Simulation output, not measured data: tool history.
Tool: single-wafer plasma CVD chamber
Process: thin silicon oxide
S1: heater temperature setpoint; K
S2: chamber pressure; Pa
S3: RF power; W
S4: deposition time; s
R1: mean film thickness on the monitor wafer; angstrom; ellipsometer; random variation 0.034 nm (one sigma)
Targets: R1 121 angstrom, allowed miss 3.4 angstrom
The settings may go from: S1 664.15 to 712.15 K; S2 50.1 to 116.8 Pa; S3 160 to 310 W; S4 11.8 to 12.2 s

run  hour      S1    S2   S3    S4      R1
  1     0  688.15  83.5  235  11.8  146.85
  2   7.7  688.15  81.7  235  11.8  144.28
  3  14.7  688.15  80.1  235  11.8  142.52
  4  17.6  688.15  80.1  200  11.8  129.97
  5  25.5  688.15  79.5  200  11.8   129.8
  6  31.3  679.15  79.5  200  11.8  129.71
  7  32.3  679.15  78.8  200  11.8  128.95
  8    36  679.15  78.3  200  11.8  128.22

Which of these 5 next moves meets every target?
  A  39.7  678.15    72  180  11.8   ?
  B  39.7  683.15  61.7  225  11.8   ?
  C  39.7  688.15  75.7  195  11.8   ?
  D  39.7  681.15  79.9  210  11.9   ?
  E  39.7  678.15  86.5  180  12.2   ?

move      R1
   A  112.77
   B  112.82
   C  122.36
   D  135.13
   E   135.5
A: takes the result that was furthest off past its target
B: takes the result that was furthest off past its target
C: meets every target
D: further off than the last run
E: further off than the last run
The right move is C.

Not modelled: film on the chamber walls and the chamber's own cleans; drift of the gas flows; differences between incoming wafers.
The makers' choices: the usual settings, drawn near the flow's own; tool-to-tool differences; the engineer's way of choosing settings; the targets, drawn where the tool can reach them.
